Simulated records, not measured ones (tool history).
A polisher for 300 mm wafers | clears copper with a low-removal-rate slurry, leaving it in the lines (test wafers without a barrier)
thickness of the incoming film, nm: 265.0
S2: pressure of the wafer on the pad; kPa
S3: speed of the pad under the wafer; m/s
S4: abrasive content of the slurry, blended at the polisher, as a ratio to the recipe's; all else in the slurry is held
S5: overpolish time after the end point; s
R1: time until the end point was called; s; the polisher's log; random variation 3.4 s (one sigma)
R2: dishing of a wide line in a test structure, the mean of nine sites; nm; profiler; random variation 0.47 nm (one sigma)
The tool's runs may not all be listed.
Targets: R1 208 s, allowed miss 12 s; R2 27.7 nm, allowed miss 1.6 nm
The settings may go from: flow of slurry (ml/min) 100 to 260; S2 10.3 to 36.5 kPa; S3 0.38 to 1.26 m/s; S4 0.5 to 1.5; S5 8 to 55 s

Run 1, hour 0: flow of slurry (ml/min) 165, S2 23.4 kPa, S3 0.82 m/s, S4 1, S5 28 s. Result: R1 85.093 s, R2 43.998 nm.
Run 2, hour 5.1: flow of slurry (ml/min) 165, S2 23.4 kPa, S3 0.7 m/s, S4 1, S5 28 s. Result: R1 104.05 s, R2 39.128 nm.
Run 3, hour 11.7: flow of slurry (ml/min) 165, S2 23.4 kPa, S3 0.7 m/s, S4 1, S5 16 s. Result: R1 101.74 s, R2 24.738 nm.
Run 4, hour 19.6: flow of slurry (ml/min) 165, S2 23.4 kPa, S3 0.7 m/s, S4 1.2, S5 16 s. Result: R1 96.094 s, R2 24.94 nm.
Run 5, hour 25.1: flow of slurry (ml/min) 165, S2 26.9 kPa, S3 0.7 m/s, S4 1.2, S5 16 s. Result: R1 81.573 s, R2 28.226 nm.
Run 6, hour 26: flow of slurry (ml/min) 155, S2 22.1 kPa, S3 0.7 m/s, S4 1.15, S5 21 s. Result: R1 105.8 s, R2 30.111 nm.
Run 7, hour 27.6: flow of slurry (ml/min) 150, S2 18.6 kPa, S3 0.68 m/s, S4 1.15, S5 23 s. Result: R1 124.57 s, R2 28.072 nm.
Run 8, hour 30.2: flow of slurry (ml/min) 145, S2 16.5 kPa, S3 0.66 m/s, S4 1.1, S5 25 s. Result: R1 144.04 s, R2 25.418 nm.
Run 9, hour 38.3: flow of slurry (ml/min) 145, S2 14.5 kPa, S3 0.64 m/s, S4 1.1, S5 28 s. Result: R1 171.95 s, R2 25.053 nm.
Run 10, hour 39.6: flow of slurry (ml/min) 145, S2 13.8 kPa, S3 0.64 m/s, S4 1.1, S5 30 s. Result: R1 176.77 s, R2 25.239 nm.
Run 11, hour 42.1: flow of slurry (ml/min) 145, S2 13.1 kPa, S3 0.64 m/s, S4 1.1, S5 32 s. Result: R1 192.88 s, R2 25.526 nm.
Run 12, hour 50.4: flow of slurry (ml/min) 145, S2 13.1 kPa, S3 0.64 m/s, S4 1.1, S5 33 s. Result: R1 183.86 s, R2 26.517 nm.
Run 13, hour 52.4: flow of slurry (ml/min) 140, S2 10.3 kPa, S3 0.62 m/s, S4 1.1, S5 40 s. Result: R1 250.23 s, R2 24.139 nm.
Run 14, hour 57.1: flow of slurry (ml/min) 150, S2 11 kPa, S3 0.62 m/s, S4 1.1, S5 40 s. Result: R1 225.15 s, R2 25.095 nm.

Which of these 5 next moves meets every target?
Run A, hour 61.8: flow of slurry (ml/min) 185, S2 13.8 kPa, S3 0.58 m/s, S4 1.05, S5 30 s. Result: R1 ?, R2 ?.
Run B, hour 61.8: flow of slurry (ml/min) 145, S2 10.3 kPa, S3 0.7 m/s, S4 1.1, S5 35 s. Result: R1 ?, R2 ?.
Run C, hour 61.8: flow of slurry (ml/min) 155, S2 10.3 kPa, S3 0.74 m/s, S4 1, S5 40 s. Result: R1 ?, R2 ?.
Run D, hour 61.8: flow of slurry (ml/min) 115, S2 14.5 kPa, S3 0.46 m/s, S4 1.25, S5 33 s. Result: R1 ?, R2 ?.
Run E, hour 61.8: flow of slurry (ml/min) 100, S2 13.8 kPa, S3 0.48 m/s, S4 1.25, S5 38 s. Result: R1 ?, R2 ?.

move      R1      R2
   A  195.16  23.744
   B  217.19  24.404
   C  209.43  28.071
   D  235.41  21.966
   E  241.46  24.225
A: further off than the last run
B: further off than the last run
C: meets every target
D: further off than the last run
E: further off than the last run
Answer: C

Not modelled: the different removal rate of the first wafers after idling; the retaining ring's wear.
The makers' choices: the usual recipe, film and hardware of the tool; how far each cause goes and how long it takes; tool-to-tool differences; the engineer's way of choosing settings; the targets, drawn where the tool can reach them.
